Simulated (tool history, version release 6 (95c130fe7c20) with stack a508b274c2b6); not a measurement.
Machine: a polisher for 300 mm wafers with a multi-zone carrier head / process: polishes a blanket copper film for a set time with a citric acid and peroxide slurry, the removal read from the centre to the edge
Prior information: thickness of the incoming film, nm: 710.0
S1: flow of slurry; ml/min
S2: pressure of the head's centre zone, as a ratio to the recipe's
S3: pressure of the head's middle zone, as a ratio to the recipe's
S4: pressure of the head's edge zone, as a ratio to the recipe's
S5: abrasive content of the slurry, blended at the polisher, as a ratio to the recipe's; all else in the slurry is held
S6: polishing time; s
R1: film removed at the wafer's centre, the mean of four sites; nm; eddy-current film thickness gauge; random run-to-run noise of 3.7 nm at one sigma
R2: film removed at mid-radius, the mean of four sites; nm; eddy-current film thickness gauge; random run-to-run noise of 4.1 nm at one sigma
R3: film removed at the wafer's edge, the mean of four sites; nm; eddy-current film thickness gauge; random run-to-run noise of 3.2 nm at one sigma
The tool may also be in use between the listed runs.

run,day,S1,S2,S3,S4,S5,S6,R1,R2,R3
1,0.000,215,1.00,1.00,1.00,1.00,81,269.70,266.65,266.89
2,0.121,215,1.00,1.07,1.00,1.00,81,272.41,283.52,260.67
3,0.229,225,1.02,1.05,1.04,1.10,87,303.30,304.54,298.72
4,0.529,225,1.02,1.05,1.04,1.30,87,320.13,329.07,308.60
5,0.725,225,0.95,1.05,1.04,1.30,87,296.74,326.88,311.62
6,1.075,235,0.99,1.04,1.07,1.35,91,330.03,331.36,335.87
7,1.371,235,0.99,1.04,1.07,1.35,91,328.26,339.07,333.73
8,1.508,240,1.01,1.04,1.09,1.40,95,355.04,361.04,356.93
# day 1.671: worn pad replaced by a new one
9,1.671,250,1.03,1.03,1.11,1.40,98,421.61,409.43,406.83

The next listed run, before its measurement:
10,1.800,250,1.03,1.03,1.11,1.40,98,?,?,?

R1: 415.36 nm
R2: 415.87 nm
R3: 412.68 nm
